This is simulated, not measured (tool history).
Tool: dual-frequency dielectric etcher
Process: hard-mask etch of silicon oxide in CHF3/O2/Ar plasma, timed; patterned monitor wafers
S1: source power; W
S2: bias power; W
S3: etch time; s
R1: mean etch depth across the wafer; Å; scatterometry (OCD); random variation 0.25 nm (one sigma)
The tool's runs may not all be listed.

run	hour	S1	S2	S3	R1
1	0	690	200	20	423.11
2	7.3	640	200	20	407.65
3	16.1	630	199	20	403.28
4	21.8	630	182	20	393.51
5	30.2	630	200	20	406.83
6	37.9	620	199	20	406.09

Run 7 comes next. What will it give?
7	44.5	610	198	20	?

{"run 7": {"R1": 395.24}}
